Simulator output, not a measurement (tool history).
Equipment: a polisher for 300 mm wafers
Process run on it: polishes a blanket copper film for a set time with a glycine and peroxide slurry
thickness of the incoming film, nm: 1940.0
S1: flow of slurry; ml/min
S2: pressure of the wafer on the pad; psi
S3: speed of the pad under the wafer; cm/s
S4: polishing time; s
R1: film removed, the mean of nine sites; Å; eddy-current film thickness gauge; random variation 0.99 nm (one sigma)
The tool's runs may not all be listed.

{"run": 1, "hour": 0.0, "S1": 145, "S2": 2.3, "S3": 94, "S4": 39, "R1": 1642.2}
{"run": 2, "hour": 6.0, "S1": 145, "S2": 2.3, "S3": 106, "S4": 39, "R1": 1785.7}
{"run": 3, "hour": 13.8, "S1": 140, "S2": 2.0, "S3": 102, "S4": 39, "R1": 1560.6}
{"run": 4, "hour": 18.7, "S1": 140, "S2": 2.0, "S3": 92, "S4": 39, "R1": 1452.9}
{"run": 5, "hour": 27.5, "S1": 140, "S2": 2.4, "S3": 92, "S4": 39, "R1": 1666.6}
{"run": 6, "hour": 34.2, "S1": 140, "S2": 2.1, "S3": 90, "S4": 39, "R1": 1452.2}

The next listed run, before its measurement:
{"run": 7, "hour": 41.6, "S1": 135, "S2": 1.9, "S3": 90, "S4": 39, "R1": "?"}

{"run 7": {"R1": 1387.2}}
